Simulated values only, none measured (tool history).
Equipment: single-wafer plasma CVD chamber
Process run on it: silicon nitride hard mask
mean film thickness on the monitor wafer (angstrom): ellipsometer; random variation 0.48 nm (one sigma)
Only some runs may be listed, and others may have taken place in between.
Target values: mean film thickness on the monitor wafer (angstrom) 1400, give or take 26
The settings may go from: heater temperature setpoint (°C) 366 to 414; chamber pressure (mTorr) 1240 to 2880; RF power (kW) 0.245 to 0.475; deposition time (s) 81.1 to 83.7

| run | hour | heater temperature setpoint (°C) | chamber pressure (mTorr) | RF power (kW) | deposition time (s) | mean film thickness on the monitor wafer (angstrom) |
|---|---|---|---|---|---|---|
| 1 | 0 | 390 | 2060 | 0.36 | 81.1 | 1249.2 |
| 2 | 2.9 | 390 | 2230 | 0.36 | 81.1 | 1276.5 |
| 3 | 7.9 | 380 | 2230 | 0.36 | 81.1 | 1279.7 |
| 4 | 13.5 | 380 | 2340 | 0.365 | 81.1 | 1307.9 |
| 5 | 18.4 | 380 | 2190 | 0.365 | 81.1 | 1288.3 |
| 6 | 20.9 | 380 | 2300 | 0.37 | 81.1 | 1314.2 |
| 7 | 25.3 | 380 | 2380 | 0.375 | 81.1 | 1343.1 |
| 8 | 26.1 | 380 | 2430 | 0.375 | 81.1 | 1346.7 |

Of the 5 settings listed for the next run, only one would bring every result within its allowed miss of target. Which one?
| A | 26.9 | 384 | 2230 | 0.38 | 82.2 | ? |
| B | 26.9 | 383 | 2450 | 0.37 | 81.1 | ? |
| C | 26.9 | 382 | 2250 | 0.37 | 82 | ? |
| D | 26.9 | 381 | 2600 | 0.365 | 81.2 | ? |
| E | 26.9 | 374 | 2500 | 0.375 | 83 | ? |

| move | mean film thickness on the monitor wafer (angstrom) |
|---|---|
| A | 1342.6 |
| B | 1322.8 |
| C | 1314.9 |
| D | 1326.1 |
| E | 1379.7 |
A: lands further from the targets than the last run did
B: lands further from the targets than the last run did
C: lands further from the targets than the last run did
D: lands further from the targets than the last run did
E: all results land within tolerance of their targets
Move E is the one to make.
